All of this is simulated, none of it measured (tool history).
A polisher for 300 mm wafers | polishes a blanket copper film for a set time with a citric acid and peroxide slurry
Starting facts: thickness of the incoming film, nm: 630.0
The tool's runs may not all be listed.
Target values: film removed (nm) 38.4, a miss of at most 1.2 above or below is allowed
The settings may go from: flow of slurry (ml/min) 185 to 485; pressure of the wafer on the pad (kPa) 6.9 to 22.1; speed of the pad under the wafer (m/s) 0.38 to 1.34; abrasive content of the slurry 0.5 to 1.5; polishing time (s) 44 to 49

run	day	flow of slurry (ml/min)	pressure of the wafer on the pad (kPa)	speed of the pad under the wafer (m/s)	abrasive content of the slurry	polishing time (s)	film removed (nm)
1	0	310	14.5	0.86	1	49	58.005
2	0.292	310	14.5	1.02	1	49	66.568
3	0.667	310	13.1	1.02	1	49	62.759
4	0.938	310	13.1	1.22	1	49	71.411
5	1.254	310	13.1	1.22	1	49	70.887
6	1.296	310	11.7	1.16	1	49	62.204
7	1.538	310	11	1.12	1	49	56.536
8	1.871	310	6.9	1.02	1	49	36.237

5 candidate next runs follow, results not yet known. Just one meets every target within its allowed miss. Identify it.
A	2.204	315	8.3	1.14	1.05	44	?
B	2.204	315	7.6	1.12	1	46	?
C	2.204	280	8.3	0.86	1	49	?
D	2.204	285	7.6	0.96	1	49	?
E	2.204	330	7.6	0.94	1.05	48	?

move	film removed (nm)
A	41.308
B	39.16
C	35.986
D	36.55
E	36.026
A: pushes the last run's worst result past its target
B: hits every target within its allowed miss
C: further off than the last run
D: moves toward the targets from the last run without getting all of them in spec
E: further off than the last run
Move B is the one to make.

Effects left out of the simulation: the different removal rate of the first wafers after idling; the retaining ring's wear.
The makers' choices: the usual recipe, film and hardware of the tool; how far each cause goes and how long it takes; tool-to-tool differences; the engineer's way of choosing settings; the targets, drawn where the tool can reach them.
